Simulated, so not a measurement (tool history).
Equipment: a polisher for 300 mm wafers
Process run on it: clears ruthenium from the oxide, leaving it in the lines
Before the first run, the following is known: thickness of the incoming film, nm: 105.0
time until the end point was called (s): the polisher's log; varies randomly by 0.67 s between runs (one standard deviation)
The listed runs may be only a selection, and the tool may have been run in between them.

| run | hour | flow of slurry (ml/min) | pressure of the wafer on the pad (psi) | speed of the pad under the wafer (m/s) | overpolish time after the end point (s) | time until the end point was called (s) |
|---|---|---|---|---|---|---|
| 1 | 0 | 125 | 1.8 | 1.08 | 19 | 102.58 |
| 2 | 5.6 | 130 | 1.9 | 1.08 | 19 | 98.403 |
| 3 | 7.2 | 150 | 1.9 | 1.08 | 19 | 98.508 |
| 4 | 11.5 | 150 | 1.9 | 1.08 | 19 | 96.307 |
| 5 | 16.8 | 150 | 2 | 1.08 | 19 | 93.451 |
| 6 | 18.5 | 150 | 2.1 | 1.08 | 19 | 90.905 |

For run 7, what comes out?
| 7 | 22.1 | 150 | 2.2 | 1.08 | 19 | ? |

time until the end point was called (s): 88.098

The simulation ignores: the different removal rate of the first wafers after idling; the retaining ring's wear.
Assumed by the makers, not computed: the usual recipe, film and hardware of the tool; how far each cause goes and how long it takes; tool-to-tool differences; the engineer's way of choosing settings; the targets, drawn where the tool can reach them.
